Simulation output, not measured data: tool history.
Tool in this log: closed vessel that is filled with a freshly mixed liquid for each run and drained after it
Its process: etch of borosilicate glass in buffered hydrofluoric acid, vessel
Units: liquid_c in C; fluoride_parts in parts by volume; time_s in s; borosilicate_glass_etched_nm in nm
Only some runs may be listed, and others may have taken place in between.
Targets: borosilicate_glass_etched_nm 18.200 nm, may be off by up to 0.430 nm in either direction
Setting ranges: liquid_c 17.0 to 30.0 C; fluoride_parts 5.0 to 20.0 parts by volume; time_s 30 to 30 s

| run | hour | liquid_c | fluoride_parts | time_s | borosilicate_glass_etched_nm |
|---|---|---|---|---|---|
| 1 | 0.0 | 22.0 | 12.0 | 30 | 34.523 |
| 2 | 2.1 | 22.0 | 14.5 | 30 | 28.821 |
| 3 | 7.3 | 24.5 | 14.5 | 30 | 33.114 |
| 4 | 8.3 | 27.5 | 14.5 | 30 | 38.624 |
| 5 | 14.2 | 27.5 | 14.5 | 30 | 38.780 |
| 6 | 20.1 | 27.5 | 17.0 | 30 | 33.111 |
| 7 | 24.9 | 24.5 | 17.0 | 30 | 27.881 |
| 8 | 28.6 | 22.5 | 17.0 | 30 | 25.155 |
| 9 | 36.0 | 22.5 | 17.0 | 30 | 25.254 |
| 10 | 39.4 | 21.0 | 17.0 | 30 | 23.250 |
| 11 | 41.5 | 20.0 | 17.0 | 30 | 21.803 |
| 12 | 48.5 | 19.0 | 17.0 | 30 | 20.975 |
| 13 | 49.7 | 18.5 | 17.0 | 30 | 20.283 |
| 14 | 53.5 | 18.0 | 17.0 | 30 | 19.751 |
| 15 | 59.7 | 17.5 | 17.0 | 30 | 19.274 |
| 16 | 65.3 | 17.5 | 17.0 | 30 | 19.308 |

Which single option among these 4 for the next run brings every result within its allowed miss of target? Just one does.
| A | 70.9 | 20.5 | 20.0 | 30 | ? |
| B | 70.9 | 18.0 | 17.5 | 30 | ? |
| C | 70.9 | 19.5 | 20.0 | 30 | ? |
| D | 70.9 | 17.0 | 16.5 | 30 | ? |

| move | borosilicate_glass_etched_nm |
|---|---|
| A | 19.157 |
| B | 19.052 |
| C | 18.131 |
| D | 19.103 |
A: an improvement on the last run, though not all results are within tolerance
B: an improvement on the last run, though not all results are within tolerance
C: each result inside its tolerance
D: an improvement on the last run, though not all results are within tolerance
Move C is the one to make.

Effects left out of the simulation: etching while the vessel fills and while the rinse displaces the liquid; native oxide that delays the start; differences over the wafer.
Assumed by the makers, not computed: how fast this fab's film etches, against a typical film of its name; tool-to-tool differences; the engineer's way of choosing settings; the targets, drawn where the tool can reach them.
